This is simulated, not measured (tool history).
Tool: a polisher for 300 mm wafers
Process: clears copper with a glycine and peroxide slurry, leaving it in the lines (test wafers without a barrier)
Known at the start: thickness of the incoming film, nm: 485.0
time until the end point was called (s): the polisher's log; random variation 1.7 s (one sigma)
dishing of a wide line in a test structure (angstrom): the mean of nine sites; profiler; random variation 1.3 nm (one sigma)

run  hour  flow of slurry (ml/min)  pressure of the wafer on the pad (kPa)  speed of the pad under the wafer (m/s)  overpolish time after the end point (s)  time until the end point was called (s)  dishing of a wide line in a test structure (angstrom)
  1     0                      150                                    14.5                                    1.06                                       16                                   127.25                                                 413.03
  2   1.9                      150                                    14.5                                    1.06                                       21                                   134.46                                                    490
  3   3.9                      150                                    14.5                                     0.8                                       21                                   160.02                                                 435.86
  4   8.3                      150                                    15.2                                    0.82                                       21                                   161.91                                                 441.44
  5  10.9                      150                                    15.2                                    1.06                                       21                                    127.2                                                 524.07
  6  11.5                      130                                    15.2                                    1.06                                       21                                   134.24                                                 512.21

The next listed run, before its measurement:
  7  18.2                      135                                    15.9                                    1.06                                       20                                        ?                                                      ?

time until the end point was called (s): 125.06
dishing of a wide line in a test structure (angstrom): 502.33
